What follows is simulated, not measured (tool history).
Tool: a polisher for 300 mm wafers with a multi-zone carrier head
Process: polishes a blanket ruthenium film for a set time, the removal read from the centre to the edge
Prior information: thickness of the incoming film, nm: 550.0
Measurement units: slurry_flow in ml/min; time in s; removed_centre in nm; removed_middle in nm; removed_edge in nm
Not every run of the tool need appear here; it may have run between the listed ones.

run 1 hour=0 | slurry_flow=230 centre_zone=1 middle_zone=1 edge_zone=1 time=44 | removed_centre=50.953 removed_middle=48.706 removed_edge=50.046
run 2 hour=6.7 | slurry_flow=245 centre_zone=1.05 middle_zone=1.01 edge_zone=1.05 time=47 | removed_centre=56.932 removed_middle=52.866 removed_edge=54.874
run 3 hour=11.9 | slurry_flow=210 centre_zone=1.05 middle_zone=1.01 edge_zone=1.05 time=47 | removed_centre=54.866 removed_middle=51.584 removed_edge=54.504
run 4 hour=18.3 | slurry_flow=235 centre_zone=1.09 middle_zone=1.01 edge_zone=1.08 time=49 | removed_centre=60.837 removed_middle=54.306 removed_edge=57.975
run 5 hour=25 | slurry_flow=195 centre_zone=1.09 middle_zone=1.01 edge_zone=1.08 time=49 | removed_centre=59.494 removed_middle=53.78 removed_edge=55.954
run 6 hour=28.2 | slurry_flow=195 centre_zone=1.09 middle_zone=0.98 edge_zone=1.08 time=49 | removed_centre=58.806 removed_middle=52.503 removed_edge=55.791
run 7 hour=31 | slurry_flow=230 centre_zone=1.12 middle_zone=1.01 edge_zone=1.11 time=50 | removed_centre=62.749 removed_middle=55.717 removed_edge=60.12

Predict the results of run 8:
run 8 hour=38.2 | slurry_flow=255 centre_zone=1.14 middle_zone=1.02 edge_zone=1.1 time=51 | removed_centre=? removed_middle=? removed_edge=?

removed_centre: 64.86 nm
removed_middle: 58.191 nm
removed_edge: 60.464 nm
